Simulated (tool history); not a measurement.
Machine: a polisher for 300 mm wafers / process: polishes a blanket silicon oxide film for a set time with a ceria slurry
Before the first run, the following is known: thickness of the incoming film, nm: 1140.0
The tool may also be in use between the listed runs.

run  hour  flow of slurry (ml/min)  pressure of the wafer on the pad (kPa)  speed of the pad under the wafer (cm/s)  polishing time (s)  film removed (nm)
  1     0                      170                                    27.6                                      138                  25             230.36
  2   8.6                      170                                    27.6                                      138                  25             231.64
  3  12.7                      175                                      31                                      138                  25             255.69
  4  21.6                      175                                    25.5                                      138                  25             211.55
  5  28.2                      175                                    25.5                                      138                  25             215.51
  6  36.7                      200                                    25.5                                      138                  25                220
  7  40.9                      205                                    29.6                                      138                  25             255.96

Forecast run 8:
  8  48.9                      210                                    32.4                                      138                  25                  ?

film removed (nm): 268.68

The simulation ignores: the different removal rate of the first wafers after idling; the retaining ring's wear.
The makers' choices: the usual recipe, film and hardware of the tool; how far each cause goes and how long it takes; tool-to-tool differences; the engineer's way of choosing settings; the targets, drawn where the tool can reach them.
